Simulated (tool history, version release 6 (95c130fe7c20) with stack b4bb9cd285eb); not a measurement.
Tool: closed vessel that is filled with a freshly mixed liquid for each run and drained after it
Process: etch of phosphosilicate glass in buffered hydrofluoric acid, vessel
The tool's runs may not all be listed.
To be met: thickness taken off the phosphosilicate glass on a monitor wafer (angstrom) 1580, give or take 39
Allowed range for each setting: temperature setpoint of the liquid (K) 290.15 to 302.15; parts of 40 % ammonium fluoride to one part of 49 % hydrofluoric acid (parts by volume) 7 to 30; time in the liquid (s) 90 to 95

run,hour,temperature setpoint of the liquid (K),parts of 40 % ammonium fluoride to one part of 49 % hydrofluoric acid (parts by volume),time in the liquid (s),thickness taken off the phosphosilicate glass on a monitor wafer (angstrom)
1,0,294.15,20,90,1331.5
2,6,292.65,20,90,1220
3,7.3,292.65,23.5,90,1095.7
4,15.4,294.15,23.5,90,1194.2
5,21.5,294.15,27.5,90,1070
6,23.1,295.65,27.5,90,1154
7,28.1,296.65,27.5,90,1226.6
8,34.9,297.65,27.5,90,1297.4
9,39.9,298.15,27.5,90,1335.2
10,45.7,298.65,27.5,90,1365.7
11,48.4,299.15,27.5,90,1404.3
12,50.8,299.15,27.5,90,1398.6
13,55.8,299.65,27.5,90,1448.2

Which single option among these 4 for the next run brings every result within its allowed miss of target? Just one does.
A,60.8,302.15,30,95,?
B,60.8,299.65,26,95,?
C,60.8,302.15,29.5,95,?
D,60.8,302.15,29,95,?

move,thickness taken off the phosphosilicate glass on a monitor wafer (angstrom)
A,1635.3
B,1576.4
C,1654.1
D,1673.5
A: takes the biggest miss from the last run beyond its target
B: hits every target within its allowed miss
C: takes the biggest miss from the last run beyond its target
D: takes the biggest miss from the last run beyond its target
Correct choice: B, which meets every target
